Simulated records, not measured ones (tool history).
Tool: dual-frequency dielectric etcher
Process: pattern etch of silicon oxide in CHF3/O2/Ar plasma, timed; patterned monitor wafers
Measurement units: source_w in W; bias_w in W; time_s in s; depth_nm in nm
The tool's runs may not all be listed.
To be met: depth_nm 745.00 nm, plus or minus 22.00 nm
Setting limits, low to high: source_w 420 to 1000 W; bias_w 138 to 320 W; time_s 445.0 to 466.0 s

run 1 hour=0.0 | source_w=710 bias_w=229 time_s=445.0 | depth_nm=961.11
run 2 hour=8.9 | source_w=650 bias_w=214 time_s=445.0 | depth_nm=890.68
run 3 hour=17.6 | source_w=650 bias_w=236 time_s=445.0 | depth_nm=936.11
run 4 hour=25.2 | source_w=650 bias_w=257 time_s=445.0 | depth_nm=960.09
run 5 hour=33.1 | source_w=650 bias_w=257 time_s=466.0 | depth_nm=1006.20
run 6 hour=41.3 | source_w=650 bias_w=257 time_s=445.0 | depth_nm=961.85
run 7 hour=46.9 | source_w=600 bias_w=243 time_s=445.0 | depth_nm=908.29
run 8 hour=52.3 | source_w=600 bias_w=243 time_s=445.0 | depth_nm=910.01
run 9 hour=59.1 | source_w=560 bias_w=232 time_s=445.0 | depth_nm=859.34
run 10 hour=64.2 | source_w=530 bias_w=227 time_s=445.0 | depth_nm=825.07
run 11 hour=68.0 | source_w=510 bias_w=225 time_s=445.0 | depth_nm=810.01
run 12 hour=71.8 | source_w=490 bias_w=223 time_s=445.0 | depth_nm=784.05
run 13 hour=72.6 | source_w=480 bias_w=222 time_s=445.0 | depth_nm=777.29

Next run, 4 choices. One meets every target within its allowed miss, the rest don't. Which?
run A hour=73.4 | source_w=500 bias_w=229 time_s=445.0 | depth_nm=?
run B hour=73.4 | source_w=430 bias_w=276 time_s=450.5 | depth_nm=?
run C hour=73.4 | source_w=480 bias_w=199 time_s=445.0 | depth_nm=?
run D hour=73.4 | source_w=560 bias_w=204 time_s=445.0 | depth_nm=?

move=A depth_nm=801.44
move=B depth_nm=811.64
move=C depth_nm=737.63
move=D depth_nm=808.31
A: its largest miss is bigger than the last run's
B: its largest miss is bigger than the last run's
C: every result lands within tolerance
D: its largest miss is bigger than the last run's
Answer: C
